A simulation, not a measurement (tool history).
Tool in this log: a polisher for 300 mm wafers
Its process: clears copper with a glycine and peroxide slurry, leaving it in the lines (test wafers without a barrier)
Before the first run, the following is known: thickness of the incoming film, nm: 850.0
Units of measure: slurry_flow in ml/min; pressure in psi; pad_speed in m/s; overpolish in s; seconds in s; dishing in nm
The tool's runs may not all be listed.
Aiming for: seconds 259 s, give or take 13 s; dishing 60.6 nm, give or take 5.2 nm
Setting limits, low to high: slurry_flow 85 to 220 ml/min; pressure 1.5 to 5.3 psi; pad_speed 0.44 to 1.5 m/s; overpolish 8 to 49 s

{"run": 1, "hour": 0.0, "slurry_flow": 140, "pressure": 3.4, "pad_speed": 0.96, "overpolish": 25, "seconds": 160.84, "dishing": 62.807}
{"run": 2, "hour": 7.6, "slurry_flow": 140, "pressure": 3.1, "pad_speed": 0.94, "overpolish": 27, "seconds": 174.44, "dishing": 61.904}
{"run": 3, "hour": 15.9, "slurry_flow": 160, "pressure": 3.1, "pad_speed": 0.94, "overpolish": 27, "seconds": 171.9, "dishing": 59.348}
{"run": 4, "hour": 19.3, "slurry_flow": 155, "pressure": 2.9, "pad_speed": 0.92, "overpolish": 29, "seconds": 184.22, "dishing": 61.487}
{"run": 5, "hour": 23.1, "slurry_flow": 155, "pressure": 2.9, "pad_speed": 0.92, "overpolish": 36, "seconds": 186.45, "dishing": 68.45}
{"run": 6, "hour": 24.6, "slurry_flow": 155, "pressure": 2.7, "pad_speed": 0.92, "overpolish": 37, "seconds": 196.45, "dishing": 67.492}
{"run": 7, "hour": 28.5, "slurry_flow": 155, "pressure": 2.5, "pad_speed": 0.92, "overpolish": 37, "seconds": 205.47, "dishing": 68.146}
{"run": 8, "hour": 34.2, "slurry_flow": 155, "pressure": 2.4, "pad_speed": 0.92, "overpolish": 37, "seconds": 212.66, "dishing": 65.071}
{"hour": 39.5, "done": "worn pad replaced by a new one"}
{"run": 9, "hour": 39.5, "slurry_flow": 155, "pressure": 2.3, "pad_speed": 0.92, "overpolish": 37, "seconds": 204.6, "dishing": 66.538}
{"run": 10, "hour": 45.9, "slurry_flow": 155, "pressure": 2.3, "pad_speed": 0.92, "overpolish": 37, "seconds": 205.7, "dishing": 64.216}
{"run": 11, "hour": 49.8, "slurry_flow": 145, "pressure": 1.5, "pad_speed": 0.88, "overpolish": 41, "seconds": 290.41, "dishing": 56.999}
{"run": 12, "hour": 56.9, "slurry_flow": 150, "pressure": 1.5, "pad_speed": 0.88, "overpolish": 41, "seconds": 293.99, "dishing": 54.862}
{"run": 13, "hour": 61.8, "slurry_flow": 150, "pressure": 2.1, "pad_speed": 0.9, "overpolish": 42, "seconds": 221.67, "dishing": 66.509}

4 next moves are on the table. One of them brings every result within its allowed miss. Which?
{"run": "A", "hour": 66.7, "slurry_flow": 145, "pressure": 1.6, "pad_speed": 0.88, "overpolish": 46, "seconds": "?", "dishing": "?"}
{"run": "B", "hour": 66.7, "slurry_flow": 140, "pressure": 2, "pad_speed": 1, "overpolish": 35, "seconds": "?", "dishing": "?"}
{"run": "C", "hour": 66.7, "slurry_flow": 125, "pressure": 2.2, "pad_speed": 0.74, "overpolish": 39, "seconds": "?", "dishing": "?"}
{"run": "D", "hour": 66.7, "slurry_flow": 130, "pressure": 1.6, "pad_speed": 1.18, "overpolish": 28, "seconds": "?", "dishing": "?"}

move=A seconds=276.09 dishing=62.968
move=B seconds=214.53 dishing=62.492
move=C seconds=256.65 dishing=61.958
move=D seconds=227.74 dishing=51.917
A: the result that was furthest off in the last run now lies on the other side of its target
B: its largest miss is bigger than the last run's
C: every result lands within tolerance
D: closes in on the targets versus the last run, not all within tolerance yet
The right move is C.

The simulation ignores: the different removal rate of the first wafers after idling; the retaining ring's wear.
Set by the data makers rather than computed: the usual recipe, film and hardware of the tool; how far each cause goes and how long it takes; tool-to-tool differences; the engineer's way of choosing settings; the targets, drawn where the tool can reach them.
